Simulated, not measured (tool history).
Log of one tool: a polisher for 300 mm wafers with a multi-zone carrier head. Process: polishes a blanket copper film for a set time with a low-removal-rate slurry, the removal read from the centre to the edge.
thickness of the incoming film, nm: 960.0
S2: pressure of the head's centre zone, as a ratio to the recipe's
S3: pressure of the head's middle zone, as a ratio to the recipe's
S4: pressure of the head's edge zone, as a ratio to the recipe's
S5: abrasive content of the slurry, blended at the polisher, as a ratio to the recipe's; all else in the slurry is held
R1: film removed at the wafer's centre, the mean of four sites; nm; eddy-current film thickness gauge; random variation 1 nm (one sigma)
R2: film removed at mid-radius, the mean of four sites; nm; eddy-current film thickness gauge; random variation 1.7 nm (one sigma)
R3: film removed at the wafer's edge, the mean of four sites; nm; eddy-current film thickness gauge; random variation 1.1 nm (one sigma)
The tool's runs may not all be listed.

{"run": 1, "hour": 0.0, "flow of slurry (ml/min)": 240, "S2": 1.0, "S3": 1.0, "S4": 1.0, "S5": 1.0, "polishing time (s)": 37, "R1": 89.607, "R2": 89.853, "R3": 89.508}
{"run": 2, "hour": 2.8, "flow of slurry (ml/min)": 240, "S2": 1.0, "S3": 1.0, "S4": 1.0, "S5": 1.0, "polishing time (s)": 40, "R1": 97.021, "R2": 99.772, "R3": 98.084}
{"run": 3, "hour": 8.9, "flow of slurry (ml/min)": 250, "S2": 1.04, "S3": 1.02, "S4": 1.03, "S5": 1.1, "polishing time (s)": 40, "R1": 103.94, "R2": 103.23, "R3": 99.161}
{"run": 4, "hour": 11.4, "flow of slurry (ml/min)": 250, "S2": 1.05, "S3": 1.01, "S4": 1.05, "S5": 1.2, "polishing time (s)": 41, "R1": 108.99, "R2": 104.28, "R3": 103.14}
{"run": 5, "hour": 16.1, "flow of slurry (ml/min)": 250, "S2": 1.11, "S3": 1.01, "S4": 1.05, "S5": 1.2, "polishing time (s)": 41, "R1": 114.99, "R2": 105.31, "R3": 105.94}
{"run": 6, "hour": 24.3, "flow of slurry (ml/min)": 245, "S2": 1.11, "S3": 1.02, "S4": 1.07, "S5": 1.25, "polishing time (s)": 42, "R1": 119.44, "R2": 107.1, "R3": 110.81}
{"run": 7, "hour": 32.3, "flow of slurry (ml/min)": 245, "S2": 1.11, "S3": 1.05, "S4": 1.09, "S5": 1.3, "polishing time (s)": 43, "R1": 122.62, "R2": 114.45, "R3": 113.37}
{"run": 8, "hour": 40.2, "flow of slurry (ml/min)": 250, "S2": 1.11, "S3": 1.06, "S4": 1.11, "S5": 1.35, "polishing time (s)": 44, "R1": 126.72, "R2": 119.21, "R3": 120.84}
{"run": 9, "hour": 46.6, "flow of slurry (ml/min)": 265, "S2": 1.12, "S3": 1.07, "S4": 1.11, "S5": 1.35, "polishing time (s)": 44, "R1": 129.49, "R2": 124.38, "R3": 118.36}
{"run": 10, "hour": 50.6, "flow of slurry (ml/min)": 270, "S2": 1.12, "S3": 1.07, "S4": 1.12, "S5": 1.4, "polishing time (s)": 44, "R1": 130.5, "R2": 119.47, "R3": 121.64}

Run 11 comes next. What will it give?
{"run": 11, "hour": 59.1, "flow of slurry (ml/min)": 275, "S2": 1.13, "S3": 1.09, "S4": 1.13, "S5": 1.4, "polishing time (s)": 44, "R1": "?", "R2": "?", "R3": "?"}

Run 11 gave R1 132.510 nm, R2 123.400 nm, R3 122.550 nm.
